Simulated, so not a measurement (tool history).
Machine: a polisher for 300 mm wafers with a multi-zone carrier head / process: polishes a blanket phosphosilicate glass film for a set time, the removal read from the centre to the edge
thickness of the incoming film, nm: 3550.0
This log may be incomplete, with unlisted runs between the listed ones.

| run | day | flow of slurry (ml/min) | pressure of the head's centre zone | pressure of the head's middle zone | pressure of the head's edge zone | abrasive content of the slurry | polishing time (s) | film removed at the wafer's centre (angstrom) | film removed at mid-radius (angstrom) | film removed at the wafer's edge (angstrom) |
|---|---|---|---|---|---|---|---|---|---|---|
| 1 | 0 | 125 | 1 | 1 | 1 | 1 | 83 | 6365.5 | 6679.2 | 6786 |
| 2 | 0.246 | 120 | 0.99 | 1.01 | 0.97 | 0.9 | 78 | 5714.2 | 6125.9 | 6081.6 |
| 3 | 0.567 | 135 | 0.99 | 1.01 | 0.97 | 0.9 | 78 | 5971.7 | 6231.4 | 6183.9 |
| 4 | 0.692 | 135 | 0.99 | 1.01 | 0.97 | 0.9 | 61 | 4605.8 | 4933.9 | 4792.1 |
|  | 1.05 | centre zone pressure recalibrated |
| 5 | 1.05 | 130 | 0.97 | 1.01 | 0.95 | 0.85 | 60 | 4414.6 | 4631.6 | 4595.6 |
| 6 | 1.192 | 125 | 0.95 | 1.03 | 0.93 | 0.8 | 59 | 4138.2 | 4508 | 4408.1 |
| 7 | 1.546 | 120 | 0.94 | 1.05 | 0.91 | 0.75 | 58 | 3901.8 | 4343 | 4096.6 |
| 8 | 1.683 | 85 | 0.86 | 1.05 | 0.81 | 0.7 | 58 | 3087.9 | 3766.9 | 3630.6 |
| 9 | 1.788 | 90 | 0.87 | 1.06 | 0.81 | 0.7 | 58 | 3175.4 | 3896.8 | 3670.6 |

What does the tool deliver on the next run?
| 10 | 2.038 | 90 | 0.88 | 1.06 | 0.81 | 0.7 | 58 | ? | ? | ? |

{"run 10": {"film removed at the wafer's centre (angstrom)": 3197.8, "film removed at mid-radius (angstrom)": 3899.2, "film removed at the wafer's edge (angstrom)": 3687.8}}
